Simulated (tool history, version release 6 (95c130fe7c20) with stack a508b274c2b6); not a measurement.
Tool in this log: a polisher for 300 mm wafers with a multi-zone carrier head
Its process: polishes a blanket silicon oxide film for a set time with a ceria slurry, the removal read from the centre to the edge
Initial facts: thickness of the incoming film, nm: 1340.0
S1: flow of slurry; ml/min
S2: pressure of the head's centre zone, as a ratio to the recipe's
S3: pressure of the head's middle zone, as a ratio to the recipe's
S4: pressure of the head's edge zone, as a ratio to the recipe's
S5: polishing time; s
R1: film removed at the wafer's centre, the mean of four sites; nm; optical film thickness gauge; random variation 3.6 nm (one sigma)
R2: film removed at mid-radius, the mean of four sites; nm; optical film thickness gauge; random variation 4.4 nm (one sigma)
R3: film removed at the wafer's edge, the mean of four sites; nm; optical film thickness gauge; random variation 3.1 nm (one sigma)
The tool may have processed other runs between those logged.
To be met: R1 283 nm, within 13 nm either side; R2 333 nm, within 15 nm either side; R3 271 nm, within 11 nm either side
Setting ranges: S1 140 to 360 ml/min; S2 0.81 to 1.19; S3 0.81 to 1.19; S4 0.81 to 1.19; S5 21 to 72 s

{"run": 1, "hour": 0.0, "S1": 230, "S2": 1, "S3": 1, "S4": 1, "S5": 46, "R1": 252.11, "R2": 261, "R3": 250.17}
{"run": 2, "hour": 3.5, "S1": 230, "S2": 1, "S3": 1, "S4": 0.93, "S5": 46, "R1": 248.24, "R2": 266.04, "R3": 240.12}
{"run": 3, "hour": 10.7, "S1": 230, "S2": 1, "S3": 1.04, "S4": 0.93, "S5": 46, "R1": 254.66, "R2": 277.17, "R3": 244.7}
{"run": 4, "hour": 13.2, "S1": 230, "S2": 1.04, "S3": 1.04, "S4": 0.93, "S5": 46, "R1": 266.93, "R2": 274.43, "R3": 240.49}
{"run": 5, "hour": 21.0, "S1": 230, "S2": 1.04, "S3": 1.04, "S4": 0.93, "S5": 51, "R1": 290.04, "R2": 301.17, "R3": 272.22}
{"run": 6, "hour": 21.8, "S1": 230, "S2": 1.04, "S3": 0.97, "S4": 0.93, "S5": 51, "R1": 294.09, "R2": 289.31, "R3": 270.03}
{"run": 7, "hour": 24.5, "S1": 235, "S2": 1.03, "S3": 1.01, "S4": 0.91, "S5": 51, "R1": 287.08, "R2": 301.3, "R3": 264.17}
{"run": 8, "hour": 33.0, "S1": 240, "S2": 1.02, "S3": 1.03, "S4": 0.91, "S5": 51, "R1": 287.78, "R2": 297.72, "R3": 271.01}
{"run": 9, "hour": 37.2, "S1": 225, "S2": 1.02, "S3": 1.06, "S4": 0.9, "S5": 51, "R1": 284.97, "R2": 304.14, "R3": 264.97}
{"run": 10, "hour": 41.2, "S1": 230, "S2": 1.01, "S3": 1.09, "S4": 0.89, "S5": 51, "R1": 280.35, "R2": 305.98, "R3": 259.17}

Below are 4 possible settings for the next run. Only one of them brings all results inside the allowed miss of their targets. Which is it?
{"run": "A", "hour": 45.2, "S1": 245, "S2": 0.97, "S3": 1.13, "S4": 0.88, "S5": 52, "R1": "?", "R2": "?", "R3": "?"}
{"run": "B", "hour": 45.2, "S1": 205, "S2": 1.05, "S3": 1.01, "S4": 1.01, "S5": 49, "R1": "?", "R2": "?", "R3": "?"}
{"run": "C", "hour": 45.2, "S1": 285, "S2": 1.02, "S3": 0.94, "S4": 0.9, "S5": 53, "R1": "?", "R2": "?", "R3": "?"}
{"run": "D", "hour": 45.2, "S1": 195, "S2": 1.07, "S3": 0.88, "S4": 1.08, "S5": 51, "R1": "?", "R2": "?", "R3": "?"}

move=A R1=282.27 R2=334.64 R3=270.37
move=B R1=280.42 R2=280.68 R3=267.72
move=C R1=306.56 R2=296.12 R3=282.23
move=D R1=294.92 R2=258.71 R3=286.96
A: all results in spec
B: the biggest miss grows against the last run
C: the biggest miss grows against the last run
D: the biggest miss grows against the last run
A meets every target.
